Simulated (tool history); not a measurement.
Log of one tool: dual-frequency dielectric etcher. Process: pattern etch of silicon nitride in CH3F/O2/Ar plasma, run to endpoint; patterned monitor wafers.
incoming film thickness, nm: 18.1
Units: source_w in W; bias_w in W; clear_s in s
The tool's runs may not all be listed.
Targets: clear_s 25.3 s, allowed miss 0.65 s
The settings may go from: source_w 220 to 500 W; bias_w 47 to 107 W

run 1 hour=0 | source_w=360 bias_w=77 | clear_s=28.339
run 2 hour=7.6 | source_w=370 bias_w=78 | clear_s=27.663
run 3 hour=14.6 | source_w=380 bias_w=78 | clear_s=27.525
run 4 hour=19.1 | source_w=330 bias_w=78 | clear_s=29.456
run 5 hour=21.3 | source_w=340 bias_w=79 | clear_s=28.938
run 6 hour=27.5 | source_w=350 bias_w=80 | clear_s=28.348
run 7 hour=29.3 | source_w=360 bias_w=80 | clear_s=27.981
run 8 hour=36.1 | source_w=370 bias_w=80 | clear_s=27.66
run 9 hour=36.7 | source_w=380 bias_w=80 | clear_s=27.307
run 10 hour=43.6 | source_w=390 bias_w=80 | clear_s=26.915
run 11 hour=48.3 | source_w=410 bias_w=81 | clear_s=26.687

4 next moves are on the table. One of them brings every result within its allowed miss. Which?
run A hour=53 | source_w=390 bias_w=70 | clear_s=?
run B hour=53 | source_w=390 bias_w=84 | clear_s=?
run C hour=53 | source_w=430 bias_w=89 | clear_s=?
run D hour=53 | source_w=340 bias_w=79 | clear_s=?

move=A clear_s=27.863
move=B clear_s=26.45
move=C clear_s=24.889
move=D clear_s=28.68
A: further off than the last run
B: nearer than the last run, and not there yet
C: meets every target
D: further off than the last run
Move C is the one to make.
